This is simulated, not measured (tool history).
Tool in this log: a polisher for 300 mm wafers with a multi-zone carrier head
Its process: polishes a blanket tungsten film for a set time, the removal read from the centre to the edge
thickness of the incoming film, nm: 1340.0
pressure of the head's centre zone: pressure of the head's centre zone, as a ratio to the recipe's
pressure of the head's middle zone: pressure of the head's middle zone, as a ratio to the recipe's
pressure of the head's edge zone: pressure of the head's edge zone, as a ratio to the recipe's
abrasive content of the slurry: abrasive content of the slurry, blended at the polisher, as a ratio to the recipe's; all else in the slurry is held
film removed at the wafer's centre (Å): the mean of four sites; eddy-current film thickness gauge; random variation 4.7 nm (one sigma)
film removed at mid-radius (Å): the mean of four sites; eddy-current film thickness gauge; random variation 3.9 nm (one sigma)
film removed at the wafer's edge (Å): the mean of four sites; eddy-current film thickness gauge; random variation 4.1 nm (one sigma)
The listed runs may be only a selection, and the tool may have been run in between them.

run	hour	flow of slurry (ml/min)	pressure of the head's centre zone	pressure of the head's middle zone	pressure of the head's edge zone	abrasive content of the slurry	polishing time (s)	film removed at the wafer's centre (Å)	film removed at mid-radius (Å)	film removed at the wafer's edge (Å)
1	0	140	1	1	1	1	79	4695.1	4666.5	4487.9
2	6.7	135	1.01	0.97	0.98	0.9	75	4342.5	4206.2	4206.2
3	11.1	135	1.01	0.97	0.98	1.1	75	4610.8	4455.7	4526
4	19.2	135	1.09	0.97	0.98	1.1	75	5088.4	4298.6	4547.5
5	27.9	135	1.09	0.97	1.03	1.1	75	4971.8	4352.4	4522.2
6	31.4	135	1.09	0.97	0.97	1.1	75	4965.9	4407.2	4469.1

Forecast run 7:
7	39.5	135	1.1	0.96	0.97	0.95	70	?	?	?

Run 7 came out at film removed at the wafer's centre (Å) 4579.3, film removed at mid-radius (Å) 3918.1, film removed at the wafer's edge (Å) 3963.6.

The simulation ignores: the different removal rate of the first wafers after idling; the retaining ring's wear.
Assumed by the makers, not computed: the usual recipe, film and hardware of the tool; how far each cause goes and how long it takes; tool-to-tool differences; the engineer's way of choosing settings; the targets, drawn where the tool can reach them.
